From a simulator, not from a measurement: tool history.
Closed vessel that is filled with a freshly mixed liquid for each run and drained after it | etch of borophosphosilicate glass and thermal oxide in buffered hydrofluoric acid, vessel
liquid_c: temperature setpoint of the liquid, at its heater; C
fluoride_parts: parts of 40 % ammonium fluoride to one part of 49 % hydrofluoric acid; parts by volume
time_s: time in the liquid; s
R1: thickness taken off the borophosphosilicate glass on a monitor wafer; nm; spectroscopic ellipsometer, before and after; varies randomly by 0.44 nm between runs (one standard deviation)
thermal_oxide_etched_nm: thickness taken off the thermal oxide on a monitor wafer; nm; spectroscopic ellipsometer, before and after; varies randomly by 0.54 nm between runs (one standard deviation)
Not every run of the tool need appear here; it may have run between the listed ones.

run 1 hour=0 | liquid_c=24 fluoride_parts=19 time_s=60 | R1=57.533 thermal_oxide_etched_nm=39.527
run 2 hour=6 | liquid_c=26.5 fluoride_parts=19 time_s=60 | R1=65.96 thermal_oxide_etched_nm=45.661
run 3 hour=7.5 | liquid_c=27.5 fluoride_parts=19 time_s=60 | R1=69.516 thermal_oxide_etched_nm=47.92
run 4 hour=12.2 | liquid_c=29.5 fluoride_parts=19 time_s=60 | R1=76.64 thermal_oxide_etched_nm=54.079
run 5 hour=12.7 | liquid_c=30 fluoride_parts=18.5 time_s=60 | R1=82.042 thermal_oxide_etched_nm=55.409
run 6 hour=14 | liquid_c=28.5 fluoride_parts=18.5 time_s=60 | R1=75.765 thermal_oxide_etched_nm=52.04
run 7 hour=15.2 | liquid_c=29 fluoride_parts=18.5 time_s=60 | R1=77.33 thermal_oxide_etched_nm=52.829
run 8 hour=18.3 | liquid_c=29.5 fluoride_parts=18.5 time_s=60 | R1=79.387 thermal_oxide_etched_nm=54.769

For run 9, what comes out?
run 9 hour=23 | liquid_c=30 fluoride_parts=18.5 time_s=60 | R1=? thermal_oxide_etched_nm=?

Run 9 produced R1 80.868 nm, thermal_oxide_etched_nm 56.04 nm.
